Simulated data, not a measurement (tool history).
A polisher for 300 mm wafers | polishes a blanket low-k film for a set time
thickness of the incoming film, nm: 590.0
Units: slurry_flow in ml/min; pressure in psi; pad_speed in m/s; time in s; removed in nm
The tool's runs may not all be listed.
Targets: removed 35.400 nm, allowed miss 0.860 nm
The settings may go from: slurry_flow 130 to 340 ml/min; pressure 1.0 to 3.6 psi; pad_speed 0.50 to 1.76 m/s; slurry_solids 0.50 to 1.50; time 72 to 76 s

{"run": 1, "hour": 0.0, "slurry_flow": 220, "pressure": 2.3, "pad_speed": 1.12, "slurry_solids": 1.0, "time": 72, "removed": 45.825}
{"run": 2, "hour": 4.6, "slurry_flow": 220, "pressure": 2.2, "pad_speed": 1.12, "slurry_solids": 1.0, "time": 72, "removed": 43.636}
{"run": 3, "hour": 8.6, "slurry_flow": 220, "pressure": 2.6, "pad_speed": 1.12, "slurry_solids": 1.0, "time": 72, "removed": 50.903}
{"run": 4, "hour": 11.8, "slurry_flow": 220, "pressure": 2.5, "pad_speed": 1.12, "slurry_solids": 1.0, "time": 72, "removed": 49.279}
{"run": 5, "hour": 17.2, "slurry_flow": 220, "pressure": 2.9, "pad_speed": 1.12, "slurry_solids": 1.0, "time": 72, "removed": 57.188}
{"run": 6, "hour": 23.2, "slurry_flow": 220, "pressure": 2.9, "pad_speed": 1.12, "slurry_solids": 1.0, "time": 72, "removed": 56.653}
{"run": 7, "hour": 28.0, "slurry_flow": 220, "pressure": 2.8, "pad_speed": 1.12, "slurry_solids": 1.0, "time": 72, "removed": 55.027}
{"run": 8, "hour": 34.7, "slurry_flow": 220, "pressure": 2.7, "pad_speed": 1.12, "slurry_solids": 1.0, "time": 72, "removed": 53.289}
{"run": 9, "hour": 43.3, "slurry_flow": 220, "pressure": 2.7, "pad_speed": 1.12, "slurry_solids": 1.0, "time": 72, "removed": 52.437}

Which of these 5 next moves meets every target?
{"run": "A", "hour": 51.9, "slurry_flow": 240, "pressure": 2.5, "pad_speed": 0.6, "slurry_solids": 0.95, "time": 76, "removed": "?"}
{"run": "B", "hour": 51.9, "slurry_flow": 205, "pressure": 1.7, "pad_speed": 1.3, "slurry_solids": 0.85, "time": 72, "removed": "?"}
{"run": "C", "hour": 51.9, "slurry_flow": 130, "pressure": 2.9, "pad_speed": 1.12, "slurry_solids": 0.65, "time": 72, "removed": "?"}
{"run": "D", "hour": 51.9, "slurry_flow": 215, "pressure": 2.8, "pad_speed": 0.56, "slurry_solids": 1.05, "time": 72, "removed": "?"}
{"run": "E", "hour": 51.9, "slurry_flow": 200, "pressure": 1.8, "pad_speed": 1.02, "slurry_solids": 1.0, "time": 72, "removed": "?"}

move=A removed=33.479
move=B removed=33.600
move=C removed=37.839
move=D removed=35.726
move=E removed=33.375
A: takes the result that was furthest off past its target
B: takes the result that was furthest off past its target
C: nearer than the last run, and not there yet
D: meets every target
E: takes the result that was furthest off past its target
Move D is the one to make.

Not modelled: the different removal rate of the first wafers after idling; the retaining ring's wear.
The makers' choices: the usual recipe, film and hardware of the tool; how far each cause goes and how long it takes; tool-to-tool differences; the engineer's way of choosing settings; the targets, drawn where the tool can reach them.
